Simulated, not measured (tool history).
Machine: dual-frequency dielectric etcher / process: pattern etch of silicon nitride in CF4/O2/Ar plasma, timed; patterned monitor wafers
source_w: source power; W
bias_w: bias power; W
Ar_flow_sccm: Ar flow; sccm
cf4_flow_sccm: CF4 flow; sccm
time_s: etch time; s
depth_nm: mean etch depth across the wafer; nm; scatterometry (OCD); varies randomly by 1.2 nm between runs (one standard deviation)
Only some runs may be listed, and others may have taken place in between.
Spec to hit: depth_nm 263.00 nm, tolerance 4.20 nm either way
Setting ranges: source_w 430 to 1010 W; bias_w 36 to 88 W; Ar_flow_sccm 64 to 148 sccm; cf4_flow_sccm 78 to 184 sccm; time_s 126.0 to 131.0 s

run	day	source_w	bias_w	Ar_flow_sccm	cf4_flow_sccm	time_s	depth_nm
1	0.000	720	62	106	131	126.0	336.82
2	0.196	680	62	106	131	126.0	320.79
3	0.379	680	62	106	131	126.0	322.45
4	0.608	680	51	106	131	126.0	301.68
5	0.921	680	51	106	131	131.0	314.65
6	0.975	650	51	106	131	131.0	304.54
7	1.333	650	51	106	131	131.0	305.61
8	1.508	620	51	106	131	131.0	292.84
9	1.779	600	51	106	131	131.0	284.84
10	2.142	590	51	106	131	131.0	282.21
11	2.346	580	51	106	131	131.0	277.94
12	2.654	570	51	106	131	131.0	275.27
13	2.854	560	51	106	131	131.0	270.02
14	2.988	550	51	106	131	131.0	266.56

Exercise: of the 4 proposed moves below, exactly one satisfies all targets within the stated allowed misses. Which move is it?
A	3.121	630	46	105	126	126.0	?
B	3.121	540	50	111	144	131.0	?
C	3.121	550	59	93	131	127.5	?
D	3.121	580	47	92	150	129.0	?

move	depth_nm
A	273.66
B	262.75
C	275.47
D	274.22
A: the biggest miss grows against the last run
B: meets every target
C: the biggest miss grows against the last run
D: the biggest miss grows against the last run
The right move is B.

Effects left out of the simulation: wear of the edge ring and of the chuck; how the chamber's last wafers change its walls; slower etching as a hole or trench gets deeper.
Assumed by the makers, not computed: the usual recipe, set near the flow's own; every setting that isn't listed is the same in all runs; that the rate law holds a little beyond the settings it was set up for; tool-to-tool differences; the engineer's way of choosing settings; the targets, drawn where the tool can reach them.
